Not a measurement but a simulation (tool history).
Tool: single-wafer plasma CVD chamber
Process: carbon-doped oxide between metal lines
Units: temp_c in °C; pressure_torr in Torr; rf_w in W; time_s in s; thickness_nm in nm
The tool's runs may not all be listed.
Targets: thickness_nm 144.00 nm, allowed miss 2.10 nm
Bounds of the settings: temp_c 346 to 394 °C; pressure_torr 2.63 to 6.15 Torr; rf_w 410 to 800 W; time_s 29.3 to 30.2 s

run	hour	temp_c	pressure_torr	rf_w	time_s	thickness_nm
1	0.0	370	4.39	605	29.3	161.83
2	8.1	373	3.96	590	29.3	158.36
3	10.1	373	4.47	590	29.3	159.58
4	15.9	373	4.47	590	30.2	164.63
5	21.2	375	4.36	555	30.1	158.64
6	25.3	376	4.23	530	30.1	153.57
7	29.0	377	4.08	515	30.1	152.15
8	33.1	378	4.02	500	30.1	148.42
9	40.7	379	3.92	495	30.1	147.35
# hour 44.3: thermocouple changed; heater temperature recalibrated
10	44.3	380	3.84	490	30.1	146.77
11	51.1	380	3.84	490	30.1	146.52

Which of these 4 next moves meets every target?
A	57.9	377	3.99	490	29.3	?
B	57.9	380	3.39	510	30.0	?
C	57.9	382	4.33	500	30.0	?
D	57.9	371	4.36	520	29.3	?

move	thickness_nm
A	144.56
B	147.17
C	149.44
D	151.88
A: meets every target
B: further off than the last run
C: further off than the last run
D: further off than the last run
Answer: A

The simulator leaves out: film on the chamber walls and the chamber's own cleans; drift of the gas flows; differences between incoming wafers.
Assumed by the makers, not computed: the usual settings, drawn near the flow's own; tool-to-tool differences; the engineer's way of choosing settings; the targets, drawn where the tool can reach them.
